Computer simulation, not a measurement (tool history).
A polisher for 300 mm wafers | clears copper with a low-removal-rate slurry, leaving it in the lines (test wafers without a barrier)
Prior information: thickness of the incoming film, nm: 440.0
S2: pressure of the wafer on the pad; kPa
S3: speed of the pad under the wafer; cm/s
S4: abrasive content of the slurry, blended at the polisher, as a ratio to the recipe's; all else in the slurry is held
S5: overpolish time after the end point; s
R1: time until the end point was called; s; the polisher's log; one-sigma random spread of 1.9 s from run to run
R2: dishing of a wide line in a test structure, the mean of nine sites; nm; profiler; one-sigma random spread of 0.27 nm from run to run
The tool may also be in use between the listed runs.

Run 1, hour 0: flow of slurry (ml/min) 255, S2 22.8 kPa, S3 132 cm/s, S4 1, S5 17 s. Result: R1 82.281 s, R2 40.431 nm.
Run 2, hour 5.7: flow of slurry (ml/min) 255, S2 20.7 kPa, S3 128 cm/s, S4 1, S5 15 s. Result: R1 92.341 s, R2 35.605 nm.
Run 3, hour 8.3: flow of slurry (ml/min) 255, S2 20.7 kPa, S3 98 cm/s, S4 1, S5 15 s. Result: R1 116.02 s, R2 28.582 nm.
Run 4, hour 14.1: flow of slurry (ml/min) 205, S2 20.7 kPa, S3 98 cm/s, S4 1, S5 15 s. Result: R1 118.72 s, R2 28.678 nm.
Run 5, hour 16.8: flow of slurry (ml/min) 205, S2 20.7 kPa, S3 98 cm/s, S4 1, S5 8 s. Result: R1 123.62 s, R2 17.556 nm.
Run 6, hour 23.8: flow of slurry (ml/min) 205, S2 20.7 kPa, S3 122 cm/s, S4 1, S5 8 s. Result: R1 101.52 s, R2 20.284 nm.
Run 7, hour 32.1: flow of slurry (ml/min) 195, S2 19.3 kPa, S3 120 cm/s, S4 1, S5 8 s. Result: R1 105.48 s, R2 19.791 nm.
Run 8, hour 32.8: flow of slurry (ml/min) 190, S2 17.9 kPa, S3 116 cm/s, S4 1, S5 8 s. Result: R1 118.37 s, R2 18.333 nm.
Run 9, hour 33.5: flow of slurry (ml/min) 185, S2 17.2 kPa, S3 114 cm/s, S4 1, S5 8 s. Result: R1 123.28 s, R2 17.328 nm.
Run 10, hour 38.6: flow of slurry (ml/min) 185, S2 16.5 kPa, S3 114 cm/s, S4 1, S5 8 s. Result: R1 127.5 s, R2 16.866 nm.
Run 11, hour 43.1: flow of slurry (ml/min) 185, S2 15.9 kPa, S3 114 cm/s, S4 1, S5 8 s. Result: R1 133.71 s, R2 15.623 nm.
Run 12, hour 44.4: flow of slurry (ml/min) 185, S2 15.9 kPa, S3 114 cm/s, S4 1, S5 8 s. Result: R1 136.94 s, R2 15.451 nm.

Run 13, settings as shown, results not yet in. Your forecast:
Run 13, hour 46.6: flow of slurry (ml/min) 185, S2 10.3 kPa, S3 118 cm/s, S4 1, S5 5 s. Result: R1 ?, R2 ?.

Run 13 measured R1 177.71 s, R2 7.8214 nm.
